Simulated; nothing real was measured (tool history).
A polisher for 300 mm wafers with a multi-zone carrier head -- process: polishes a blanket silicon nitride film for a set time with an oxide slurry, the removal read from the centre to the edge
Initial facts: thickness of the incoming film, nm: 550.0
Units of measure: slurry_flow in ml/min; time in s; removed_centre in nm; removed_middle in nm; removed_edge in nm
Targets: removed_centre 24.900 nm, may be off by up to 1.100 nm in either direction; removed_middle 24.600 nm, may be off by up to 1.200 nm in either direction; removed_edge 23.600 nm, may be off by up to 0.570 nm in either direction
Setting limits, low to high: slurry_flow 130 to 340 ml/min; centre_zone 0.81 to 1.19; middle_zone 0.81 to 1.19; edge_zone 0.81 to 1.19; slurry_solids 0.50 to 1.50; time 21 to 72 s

run 1 day=0.000 | slurry_flow=220 centre_zone=1.00 middle_zone=1.00 edge_zone=1.00 slurry_solids=1.00 time=46 | removed_centre=28.421 removed_middle=28.809 removed_edge=28.006
run 2 day=0.033 | slurry_flow=220 centre_zone=1.00 middle_zone=1.00 edge_zone=1.00 slurry_solids=1.00 time=53 | removed_centre=32.560 removed_middle=32.594 removed_edge=32.136
run 3 day=0.288 | slurry_flow=215 centre_zone=0.99 middle_zone=0.99 edge_zone=0.96 slurry_solids=0.85 time=53 | removed_centre=28.816 removed_middle=28.341 removed_edge=28.106
run 4 day=0.442 | slurry_flow=205 centre_zone=0.98 middle_zone=0.99 edge_zone=0.91 slurry_solids=0.85 time=53 | removed_centre=28.088 removed_middle=28.553 removed_edge=27.132
run 5 day=0.775 | slurry_flow=205 centre_zone=0.98 middle_zone=0.99 edge_zone=0.96 slurry_solids=0.85 time=53 | removed_centre=27.987 removed_middle=28.677 removed_edge=27.248
run 6 day=0.950 | slurry_flow=185 centre_zone=0.98 middle_zone=0.96 edge_zone=0.94 slurry_solids=0.85 time=53 | removed_centre=27.581 removed_middle=27.128 removed_edge=27.006
run 7 day=1.142 | slurry_flow=185 centre_zone=0.98 middle_zone=0.96 edge_zone=0.94 slurry_solids=0.85 time=53 | removed_centre=26.625 removed_middle=27.451 removed_edge=27.007
run 8 day=1.292 | slurry_flow=180 centre_zone=0.99 middle_zone=0.96 edge_zone=0.91 slurry_solids=0.80 time=53 | removed_centre=26.506 removed_middle=26.011 removed_edge=25.409
run 9 day=1.450 | slurry_flow=170 centre_zone=0.99 middle_zone=0.96 edge_zone=0.89 slurry_solids=0.80 time=53 | removed_centre=25.813 removed_middle=25.484 removed_edge=24.825
run 10 day=1.612 | slurry_flow=170 centre_zone=0.99 middle_zone=0.96 edge_zone=0.89 slurry_solids=0.80 time=53 | removed_centre=25.701 removed_middle=25.342 removed_edge=24.909

Which single option among these 4 for the next run brings every result within its allowed miss of target? Just one does.
run A day=1.775 | slurry_flow=150 centre_zone=0.97 middle_zone=0.93 edge_zone=0.90 slurry_solids=0.80 time=58 | removed_centre=? removed_middle=? removed_edge=?
run B day=1.775 | slurry_flow=175 centre_zone=1.01 middle_zone=0.97 edge_zone=0.82 slurry_solids=1.00 time=47 | removed_centre=? removed_middle=? removed_edge=?
run C day=1.775 | slurry_flow=225 centre_zone=1.03 middle_zone=1.10 edge_zone=0.81 slurry_solids=0.75 time=54 | removed_centre=? removed_middle=? removed_edge=?
run D day=1.775 | slurry_flow=190 centre_zone=1.00 middle_zone=0.97 edge_zone=0.89 slurry_solids=0.65 time=62 | removed_centre=? removed_middle=? removed_edge=?

move=A removed_centre=27.130 removed_middle=26.076 removed_edge=26.857
move=B removed_centre=28.318 removed_middle=26.946 removed_edge=25.455
move=C removed_centre=27.417 removed_middle=28.289 removed_edge=23.596
move=D removed_centre=25.195 removed_middle=24.171 removed_edge=23.593
A: moves away from the targets compared with the last run
B: moves away from the targets compared with the last run
C: brings the last run's worst result on target, with another outside its allowed miss
D: every result within its allowed miss
Answer: D
